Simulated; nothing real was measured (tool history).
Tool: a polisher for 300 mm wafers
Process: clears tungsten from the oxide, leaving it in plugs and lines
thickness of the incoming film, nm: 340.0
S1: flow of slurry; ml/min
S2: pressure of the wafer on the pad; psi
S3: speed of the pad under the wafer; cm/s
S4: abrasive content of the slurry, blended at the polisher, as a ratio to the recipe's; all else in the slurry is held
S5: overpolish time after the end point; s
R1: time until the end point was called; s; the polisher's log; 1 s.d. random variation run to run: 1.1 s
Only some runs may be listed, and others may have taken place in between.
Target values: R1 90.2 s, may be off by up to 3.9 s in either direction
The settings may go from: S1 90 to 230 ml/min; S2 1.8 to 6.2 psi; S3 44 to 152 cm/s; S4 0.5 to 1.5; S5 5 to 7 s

run  hour   S1   S2   S3    S4  S5      R1
  1     0  150    4   98     1   7  73.441
  2   7.4  185    4   98     1   7  72.754
  3  14.4  185    4   98     1   5  70.626
  4  20.4  185    4  114     1   5  62.986
  5  23.3  185  3.5  114     1   5  72.257
  6  28.4  185  3.5  114  0.85   5  74.667
  7  37.1  185  3.3  114  0.85   5  77.342
  8  41.3  185  3.1  114  0.85   5   82.61
  9    45  185    3  114  0.85   5  84.598

Which single option among these 4 for the next run brings every result within its allowed miss of target? Just one does.
  A  48.7  165  3.5  100   0.9   6   ?
  B  48.7  205    3  102   0.8   7   ?
  C  48.7  215  3.2  130  0.55   5   ?
  D  48.7  165  2.8  108   0.8   7   ?

move      R1
   A  83.086
   B   92.94
   C  77.131
   D  98.359
A: lands further from the targets than the last run did
B: meets every target
C: lands further from the targets than the last run did
D: pushes the last run's worst result past its target
B meets every target.
